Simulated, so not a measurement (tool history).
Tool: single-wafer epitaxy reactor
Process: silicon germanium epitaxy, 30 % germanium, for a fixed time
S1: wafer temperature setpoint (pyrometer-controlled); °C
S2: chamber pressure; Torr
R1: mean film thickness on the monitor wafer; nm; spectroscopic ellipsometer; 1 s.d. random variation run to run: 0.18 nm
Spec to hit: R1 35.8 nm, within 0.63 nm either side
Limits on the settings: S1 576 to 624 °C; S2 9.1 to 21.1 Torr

run,day,S1,S2,R1
1,0,600,15.1,47.274
2,0.088,598,15.1,45.709
3,0.375,597,15.1,44.498
4,0.521,597,16.5,46.462
5,0.892,596,16.5,45.048
6,1.254,596,14.4,42.704
7,1.621,595,14.4,41.51
8,1.671,594,14.4,40.667
9,2.004,593,14.4,40.129
10,2.242,592,14.4,39.411
11,2.596,586,14.3,34.384
12,2.642,587,14.3,35.128

Which of these 4 next moves meets every target?
A,2.688,587,15.1,?
B,2.688,590,14.2,?
C,2.688,587,13.9,?
D,2.688,587,12.8,?

move,R1
A,35.745
B,37.163
C,34.538
D,33.373
A: every result lands within tolerance
B: takes the result that was furthest off past its target
C: misses by more than the last run did
D: misses by more than the last run did
Go with A: it meets all targets.
